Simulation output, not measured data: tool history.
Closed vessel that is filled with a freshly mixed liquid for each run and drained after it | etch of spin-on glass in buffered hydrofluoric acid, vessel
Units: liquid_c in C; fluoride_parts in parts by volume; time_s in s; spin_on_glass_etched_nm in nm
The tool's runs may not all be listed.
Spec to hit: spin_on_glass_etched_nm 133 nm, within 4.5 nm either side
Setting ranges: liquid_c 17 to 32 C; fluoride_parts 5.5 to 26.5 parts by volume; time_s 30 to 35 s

run,day,liquid_c,fluoride_parts,time_s,spin_on_glass_etched_nm
1,0,24,16,35,82.934
2,0.096,26,15.5,35,98.75
3,0.442,23.5,15.5,35,84.533
4,0.808,22,15.5,35,78.101
# day 1.096: thermometer replaced
5,1.096,24.5,15.5,35,100.75
6,1.146,26,15.5,35,108.57
7,1.375,26.5,15.5,35,112.56
8,1.592,27,15.5,35,114.13
9,1.758,27.5,15.5,35,117.75

Below are 4 possible settings for the next run. Only one of them brings all results inside the allowed miss of their targets. Which is it?
A,1.925,31,14,30,?
B,1.925,28,15.5,30,?
C,1.925,30.5,20,35,?
D,1.925,28,16,30,?

move,spin_on_glass_etched_nm
A,134.53
B,103.94
C,107.76
D,100.75
A: every result within its allowed miss
B: misses by more than the last run did
C: misses by more than the last run did
D: misses by more than the last run did
Move A is the one to make.
